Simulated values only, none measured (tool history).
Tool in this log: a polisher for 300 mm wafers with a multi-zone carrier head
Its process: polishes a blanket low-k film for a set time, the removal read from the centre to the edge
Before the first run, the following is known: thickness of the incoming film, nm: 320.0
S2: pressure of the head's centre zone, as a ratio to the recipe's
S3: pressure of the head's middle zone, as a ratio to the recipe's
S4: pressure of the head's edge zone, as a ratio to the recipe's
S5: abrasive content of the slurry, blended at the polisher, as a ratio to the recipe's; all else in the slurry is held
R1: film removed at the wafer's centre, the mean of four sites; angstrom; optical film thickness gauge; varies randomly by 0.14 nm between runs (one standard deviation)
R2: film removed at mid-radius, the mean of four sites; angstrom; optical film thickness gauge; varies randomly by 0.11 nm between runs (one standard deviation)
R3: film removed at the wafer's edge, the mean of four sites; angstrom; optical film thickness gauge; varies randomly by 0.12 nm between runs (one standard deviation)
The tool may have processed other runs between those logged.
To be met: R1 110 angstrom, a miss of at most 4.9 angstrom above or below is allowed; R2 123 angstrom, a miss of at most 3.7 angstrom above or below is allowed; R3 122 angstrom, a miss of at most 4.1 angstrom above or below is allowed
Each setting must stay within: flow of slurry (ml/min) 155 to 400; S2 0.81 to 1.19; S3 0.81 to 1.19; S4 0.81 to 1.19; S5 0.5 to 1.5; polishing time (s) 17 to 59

{"run": 1, "hour": 0.0, "flow of slurry (ml/min)": 255, "S2": 1, "S3": 1, "S4": 1, "S5": 1, "polishing time (s)": 38, "R1": 177.97, "R2": 184.6, "R3": 177.71}
{"run": 2, "hour": 3.1, "flow of slurry (ml/min)": 250, "S2": 0.97, "S3": 0.98, "S4": 0.98, "S5": 0.9, "polishing time (s)": 37, "R1": 163.61, "R2": 165.17, "R3": 162.69}
{"run": 3, "hour": 6.1, "flow of slurry (ml/min)": 245, "S2": 0.94, "S3": 0.99, "S4": 0.98, "S5": 0.8, "polishing time (s)": 36, "R1": 142.4, "R2": 150.9, "R3": 148.1}
{"run": 4, "hour": 11.1, "flow of slurry (ml/min)": 245, "S2": 0.94, "S3": 0.99, "S4": 0.98, "S5": 0.8, "polishing time (s)": 33, "R1": 130.94, "R2": 140.55, "R3": 134.84}
{"run": 5, "hour": 15.6, "flow of slurry (ml/min)": 280, "S2": 0.94, "S3": 0.99, "S4": 0.98, "S5": 0.8, "polishing time (s)": 33, "R1": 132.15, "R2": 138.5, "R3": 136.94}
{"run": 6, "hour": 21.2, "flow of slurry (ml/min)": 280, "S2": 0.94, "S3": 0.99, "S4": 0.98, "S5": 0.65, "polishing time (s)": 33, "R1": 118.85, "R2": 125.01, "R3": 120.06}
{"run": 7, "hour": 26.8, "flow of slurry (ml/min)": 280, "S2": 0.93, "S3": 0.99, "S4": 0.98, "S5": 0.65, "polishing time (s)": 33, "R1": 117.97, "R2": 124.54, "R3": 123.06}
{"hour": 27.7, "done": "worn pad replaced by a new one"}
{"run": 8, "hour": 27.7, "flow of slurry (ml/min)": 280, "S2": 0.93, "S3": 0.99, "S4": 0.98, "S5": 0.65, "polishing time (s)": 33, "R1": 127.46, "R2": 135.92, "R3": 132.51}
{"run": 9, "hour": 36.1, "flow of slurry (ml/min)": 265, "S2": 0.91, "S3": 0.98, "S4": 0.97, "S5": 0.65, "polishing time (s)": 33, "R1": 125.2, "R2": 132.82, "R3": 129.47}

4 candidate next runs follow, results not yet known. Just one meets every target within its allowed miss. Identify it.
{"run": "A", "hour": 44.5, "flow of slurry (ml/min)": 285, "S2": 1.13, "S3": 0.83, "S4": 0.82, "S5": 0.7, "polishing time (s)": 32, "R1": "?", "R2": "?", "R3": "?"}
{"run": "B", "hour": 44.5, "flow of slurry (ml/min)": 235, "S2": 1.1, "S3": 0.98, "S4": 0.81, "S5": 0.55, "polishing time (s)": 37, "R1": "?", "R2": "?", "R3": "?"}
{"run": "C", "hour": 44.5, "flow of slurry (ml/min)": 265, "S2": 1, "S3": 0.81, "S4": 0.9, "S5": 0.6, "polishing time (s)": 36, "R1": "?", "R2": "?", "R3": "?"}
{"run": "D", "hour": 44.5, "flow of slurry (ml/min)": 245, "S2": 0.88, "S3": 0.97, "S4": 1.03, "S5": 0.55, "polishing time (s)": 34, "R1": "?", "R2": "?", "R3": "?"}

move=A R1=156.06 R2=127.36 R3=126.29
move=B R1=145.81 R2=134.3 R3=121.57
move=C R1=139.19 R2=127.03 R3=131.44
move=D R1=107.67 R2=123.5 R3=121.01
A: the biggest miss grows against the last run
B: the biggest miss grows against the last run
C: the biggest miss grows against the last run
D: meets every target
Move D is the one to make.
